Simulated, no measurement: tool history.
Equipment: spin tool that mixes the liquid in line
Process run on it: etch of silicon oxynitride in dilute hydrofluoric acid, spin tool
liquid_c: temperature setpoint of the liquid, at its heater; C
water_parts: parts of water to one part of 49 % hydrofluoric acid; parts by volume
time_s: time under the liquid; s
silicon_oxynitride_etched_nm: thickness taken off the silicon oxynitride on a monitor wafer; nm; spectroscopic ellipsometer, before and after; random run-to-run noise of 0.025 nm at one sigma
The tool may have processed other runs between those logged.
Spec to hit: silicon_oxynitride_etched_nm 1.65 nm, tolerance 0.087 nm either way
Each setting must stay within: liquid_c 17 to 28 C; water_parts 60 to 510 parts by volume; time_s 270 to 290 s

run 1 hour=0 | liquid_c=20 water_parts=285 time_s=270 | silicon_oxynitride_etched_nm=2.2257
run 2 hour=4 | liquid_c=19.5 water_parts=295 time_s=270 | silicon_oxynitride_etched_nm=2.07
run 3 hour=12.5 | liquid_c=19 water_parts=305 time_s=270 | silicon_oxynitride_etched_nm=1.9684
run 4 hour=15.8 | liquid_c=19 water_parts=305 time_s=290 | silicon_oxynitride_etched_nm=2.1256
run 5 hour=19.4 | liquid_c=22.5 water_parts=305 time_s=290 | silicon_oxynitride_etched_nm=2.447
run 6 hour=27.7 | liquid_c=22.5 water_parts=305 time_s=290 | silicon_oxynitride_etched_nm=2.4709
run 7 hour=31.4 | liquid_c=21.5 water_parts=320 time_s=290 | silicon_oxynitride_etched_nm=2.2192
run 8 hour=39.3 | liquid_c=20.5 water_parts=330 time_s=290 | silicon_oxynitride_etched_nm=2.0563
run 9 hour=45.1 | liquid_c=20 water_parts=335 time_s=290 | silicon_oxynitride_etched_nm=1.952
run 10 hour=50.3 | liquid_c=19.5 water_parts=340 time_s=290 | silicon_oxynitride_etched_nm=1.897
run 11 hour=59.2 | liquid_c=19 water_parts=345 time_s=290 | silicon_oxynitride_etched_nm=1.8136
run 12 hour=65.7 | liquid_c=18.5 water_parts=345 time_s=290 | silicon_oxynitride_etched_nm=1.7747
run 13 hour=68.3 | liquid_c=18.5 water_parts=345 time_s=290 | silicon_oxynitride_etched_nm=1.8139
run 14 hour=75.6 | liquid_c=18.5 water_parts=350 time_s=290 | silicon_oxynitride_etched_nm=1.7107

Which one of the following 4 next-run settings gets every result inside its allowed miss? There is exactly one.
run A hour=82.9 | liquid_c=20.5 water_parts=340 time_s=270 | silicon_oxynitride_etched_nm=?
run B hour=82.9 | liquid_c=17 water_parts=325 time_s=270 | silicon_oxynitride_etched_nm=?
run C hour=82.9 | liquid_c=21.5 water_parts=370 time_s=290 | silicon_oxynitride_etched_nm=?
run D hour=82.9 | liquid_c=20 water_parts=360 time_s=290 | silicon_oxynitride_etched_nm=?

move=A silicon_oxynitride_etched_nm=1.7965
move=B silicon_oxynitride_etched_nm=1.6227
move=C silicon_oxynitride_etched_nm=1.8179
move=D silicon_oxynitride_etched_nm=1.7627
A: misses by more than the last run did
B: every result within its allowed miss
C: misses by more than the last run did
D: misses by more than the last run did
Go with B: it meets all targets.
